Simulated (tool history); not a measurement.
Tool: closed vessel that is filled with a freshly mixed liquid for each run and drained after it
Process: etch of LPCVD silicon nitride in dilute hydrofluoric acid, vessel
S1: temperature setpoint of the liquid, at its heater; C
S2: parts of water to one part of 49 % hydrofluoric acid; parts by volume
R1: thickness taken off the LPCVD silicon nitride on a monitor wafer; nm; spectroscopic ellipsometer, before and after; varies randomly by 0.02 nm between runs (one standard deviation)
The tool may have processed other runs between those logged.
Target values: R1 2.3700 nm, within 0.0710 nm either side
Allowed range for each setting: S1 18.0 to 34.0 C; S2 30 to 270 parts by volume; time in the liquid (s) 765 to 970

{"run": 1, "day": 0.0, "S1": 26.0, "S2": 150, "time in the liquid (s)": 970, "R1": 4.4616}
{"run": 2, "day": 0.083, "S1": 23.5, "S2": 150, "time in the liquid (s)": 970, "R1": 3.8647}
{"run": 3, "day": 0.321, "S1": 26.0, "S2": 150, "time in the liquid (s)": 970, "R1": 4.4398}
{"run": 4, "day": 0.492, "S1": 28.0, "S2": 150, "time in the liquid (s)": 970, "R1": 5.0963}
{"run": 5, "day": 0.688, "S1": 27.0, "S2": 150, "time in the liquid (s)": 970, "R1": 4.7588}
{"run": 6, "day": 0.933, "S1": 26.0, "S2": 150, "time in the liquid (s)": 970, "R1": 4.4605}
{"run": 7, "day": 1.333, "S1": 25.0, "S2": 150, "time in the liquid (s)": 970, "R1": 4.2476}
{"run": 8, "day": 1.679, "S1": 24.5, "S2": 155, "time in the liquid (s)": 970, "R1": 3.9694}
{"run": 9, "day": 1.975, "S1": 24.0, "S2": 155, "time in the liquid (s)": 970, "R1": 3.8366}
{"run": 10, "day": 2.196, "S1": 23.5, "S2": 155, "time in the liquid (s)": 970, "R1": 3.699}
{"run": 11, "day": 2.321, "S1": 23.5, "S2": 155, "time in the liquid (s)": 970, "R1": 3.6997}
{"run": 12, "day": 2.579, "S1": 23.0, "S2": 155, "time in the liquid (s)": 970, "R1": 3.6169}
{"run": 13, "day": 2.729, "S1": 22.5, "S2": 155, "time in the liquid (s)": 970, "R1": 3.4401}
{"run": 14, "day": 2.896, "S1": 22.0, "S2": 155, "time in the liquid (s)": 970, "R1": 3.3457}
{"run": 15, "day": 3.1, "S1": 21.5, "S2": 155, "time in the liquid (s)": 970, "R1": 3.2526}
{"run": 16, "day": 3.475, "S1": 21.0, "S2": 155, "time in the liquid (s)": 970, "R1": 3.1786}
{"run": 17, "day": 3.579, "S1": 20.5, "S2": 155, "time in the liquid (s)": 970, "R1": 3.0711}
{"run": 18, "day": 3.75, "S1": 19.0, "S2": 165, "time in the liquid (s)": 970, "R1": 2.5677}
{"run": 19, "day": 4.008, "S1": 18.5, "S2": 165, "time in the liquid (s)": 970, "R1": 2.5146}

Below are 4 possible settings for the next run. Only one of them brings all results inside the allowed miss of their targets. Which is it?
{"run": "A", "day": 4.267, "S1": 18.0, "S2": 140, "time in the liquid (s)": 805, "R1": "?"}
{"run": "B", "day": 4.267, "S1": 19.0, "S2": 170, "time in the liquid (s)": 855, "R1": "?"}
{"run": "C", "day": 4.267, "S1": 20.0, "S2": 170, "time in the liquid (s)": 805, "R1": "?"}
{"run": "D", "day": 4.267, "S1": 18.5, "S2": 170, "time in the liquid (s)": 890, "R1": "?"}

move=A R1=2.3411
move=B R1=2.2044
move=C R1=2.2184
move=D R1=2.2189
A: every result lands within tolerance
B: moves the result that the last run missed by most past its target, out the other side
C: moves the result that the last run missed by most past its target, out the other side
D: moves the result that the last run missed by most past its target, out the other side
A is the move that brings every result within its allowed miss.
